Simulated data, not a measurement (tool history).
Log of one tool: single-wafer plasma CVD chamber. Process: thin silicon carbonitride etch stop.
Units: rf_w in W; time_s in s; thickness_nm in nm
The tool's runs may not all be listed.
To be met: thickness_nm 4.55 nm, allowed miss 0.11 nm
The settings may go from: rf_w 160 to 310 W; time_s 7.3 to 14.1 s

run 1 hour=0 | rf_w=235 time_s=10.7 | thickness_nm=5.7513
run 2 hour=0.7 | rf_w=205 time_s=10.7 | thickness_nm=5.5367
run 3 hour=1.7 | rf_w=235 time_s=10.7 | thickness_nm=5.7654
run 4 hour=3 | rf_w=230 time_s=10.4 | thickness_nm=5.5626
run 5 hour=9.8 | rf_w=255 time_s=10.4 | thickness_nm=5.673
-- hour=15.4 RF generator calibrated
run 6 hour=15.4 | rf_w=280 time_s=10.4 | thickness_nm=6.0319
run 7 hour=16.4 | rf_w=240 time_s=9.5 | thickness_nm=5.3284
run 8 hour=23.6 | rf_w=235 time_s=9.3 | thickness_nm=5.0856
run 9 hour=24.8 | rf_w=230 time_s=9.2 | thickness_nm=5.0342
run 10 hour=26.8 | rf_w=225 time_s=9.1 | thickness_nm=4.9637
run 11 hour=31.6 | rf_w=220 time_s=9 | thickness_nm=4.8547
run 12 hour=35.8 | rf_w=215 time_s=9 | thickness_nm=4.7814
run 13 hour=44.6 | rf_w=210 time_s=9 | thickness_nm=4.8305

5 next moves are on the table. One of them brings every result within its allowed miss. Which?
run A hour=53.4 | rf_w=210 time_s=10.2 | thickness_nm=?
run B hour=53.4 | rf_w=235 time_s=8.3 | thickness_nm=?
run C hour=53.4 | rf_w=200 time_s=9.1 | thickness_nm=?
run D hour=53.4 | rf_w=240 time_s=7.6 | thickness_nm=?
run E hour=53.4 | rf_w=210 time_s=9.5 | thickness_nm=?

move=A thickness_nm=5.4958
move=B thickness_nm=4.6137
move=C thickness_nm=4.8377
move=D thickness_nm=4.2494
move=E thickness_nm=5.1186
A: further off than the last run
B: meets every target
C: as far off as the last run
D: takes the result that was furthest off past its target
E: further off than the last run
The right move is B.

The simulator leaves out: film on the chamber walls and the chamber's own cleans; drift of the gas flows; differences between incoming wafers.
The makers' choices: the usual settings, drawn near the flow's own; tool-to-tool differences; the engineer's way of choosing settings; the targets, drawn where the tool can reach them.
